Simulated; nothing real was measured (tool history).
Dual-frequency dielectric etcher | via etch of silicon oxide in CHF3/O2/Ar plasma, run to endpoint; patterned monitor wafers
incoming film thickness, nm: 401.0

run  hour  source power (kW)  bias power (kW)  endpoint time (s)
  1     0               0.67            0.144             231.13
  2   8.5               0.58            0.128             256.72
  3  17.1               0.52            0.122              271.8
  4  20.3               0.52            0.132             262.62
  5  28.3               0.48            0.125             274.89
  6    34               0.48            0.147             255.87

The next listed run, before its measurement:
  7  37.5               0.45            0.135                  ?

endpoint time (s): 271.75
